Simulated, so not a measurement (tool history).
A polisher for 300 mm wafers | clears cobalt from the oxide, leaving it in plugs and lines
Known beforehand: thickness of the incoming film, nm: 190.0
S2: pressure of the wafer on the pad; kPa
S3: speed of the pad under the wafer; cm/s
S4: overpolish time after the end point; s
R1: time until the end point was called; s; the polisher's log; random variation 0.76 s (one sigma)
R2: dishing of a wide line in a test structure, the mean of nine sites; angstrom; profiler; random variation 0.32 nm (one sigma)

{"run": 1, "day": 0.0, "flow of slurry (ml/min)": 290, "S2": 11.7, "S3": 124, "S4": 27, "R1": 36.072, "R2": 645.92}
{"run": 2, "day": 0.346, "flow of slurry (ml/min)": 290, "S2": 11.7, "S3": 124, "S4": 23, "R1": 35.913, "R2": 590.81}
{"run": 3, "day": 0.45, "flow of slurry (ml/min)": 290, "S2": 11.7, "S3": 154, "S4": 23, "R1": 29.504, "R2": 655.38}
{"run": 4, "day": 0.788, "flow of slurry (ml/min)": 290, "S2": 11.7, "S3": 126, "S4": 23, "R1": 35.917, "R2": 590.33}
{"run": 5, "day": 1.138, "flow of slurry (ml/min)": 290, "S2": 11.7, "S3": 126, "S4": 32, "R1": 35.228, "R2": 669.77}
{"run": 6, "day": 1.283, "flow of slurry (ml/min)": 285, "S2": 11.0, "S3": 118, "S4": 30, "R1": 39.876, "R2": 658.76}
{"run": 7, "day": 1.467, "flow of slurry (ml/min)": 300, "S2": 10.3, "S3": 112, "S4": 28, "R1": 43.845, "R2": 611.53}

Expected results for the next run?
{"run": 8, "day": 1.696, "flow of slurry (ml/min)": 315, "S2": 9.7, "S3": 106, "S4": 26, "R1": "?", "R2": "?"}

For run 8 the tool returned R1 48.867 s, R2 569.64 angstrom.
